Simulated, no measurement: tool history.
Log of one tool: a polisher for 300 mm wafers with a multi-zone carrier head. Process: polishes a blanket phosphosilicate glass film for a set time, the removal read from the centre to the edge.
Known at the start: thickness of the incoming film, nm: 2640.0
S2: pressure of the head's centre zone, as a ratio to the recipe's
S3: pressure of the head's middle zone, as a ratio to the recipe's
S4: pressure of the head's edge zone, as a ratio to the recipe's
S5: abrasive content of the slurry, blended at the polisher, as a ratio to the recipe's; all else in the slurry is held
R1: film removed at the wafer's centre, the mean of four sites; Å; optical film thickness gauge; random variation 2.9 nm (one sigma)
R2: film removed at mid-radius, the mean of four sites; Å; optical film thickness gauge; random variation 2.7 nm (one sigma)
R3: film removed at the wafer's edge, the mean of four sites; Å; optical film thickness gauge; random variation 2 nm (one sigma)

Run 1, hour 0: flow of slurry (ml/min) 305, S2 1, S3 1, S4 1, S5 1, polishing time (s) 56. Result: R1 3586.4 Å, R2 3496 Å, R3 3627.7 Å.
Run 2, hour 4.6: flow of slurry (ml/min) 355, S2 1, S3 1, S4 1, S5 1, polishing time (s) 56. Result: R1 3650.6 Å, R2 3613.1 Å, R3 3654.6 Å.
Run 3, hour 13.2: flow of slurry (ml/min) 350, S2 0.98, S3 0.98, S4 0.98, S5 0.9, polishing time (s) 54. Result: R1 3304.3 Å, R2 3293.8 Å, R3 3371.4 Å.
Run 4, hour 17.4: flow of slurry (ml/min) 295, S2 0.98, S3 0.98, S4 0.98, S5 0.9, polishing time (s) 54. Result: R1 3296.2 Å, R2 3190.1 Å, R3 3347.5 Å.
Run 5, hour 20.5: flow of slurry (ml/min) 295, S2 0.96, S3 0.97, S4 0.97, S5 0.8, polishing time (s) 51. Result: R1 2899.4 Å, R2 2945.9 Å, R3 2975.4 Å.
Run 6, hour 28.2: flow of slurry (ml/min) 295, S2 0.96, S3 0.92, S4 0.97, S5 0.8, polishing time (s) 51. Result: R1 2972.4 Å, R2 2726.2 Å, R3 3017.5 Å.
Run 7, hour 31.3: flow of slurry (ml/min) 295, S2 0.94, S3 0.91, S4 0.96, S5 0.75, polishing time (s) 49. Result: R1 2715.5 Å, R2 2604.9 Å, R3 2793.8 Å.

The next listed run, before its measurement:
Run 8, hour 39.4: flow of slurry (ml/min) 295, S2 0.92, S3 0.9, S4 0.95, S5 0.7, polishing time (s) 48. Result: R1 ?, R2 ?, R3 ?.

{"run 8": {"R1": 2500.2, "R2": 2441.2, "R3": 2671.5}}
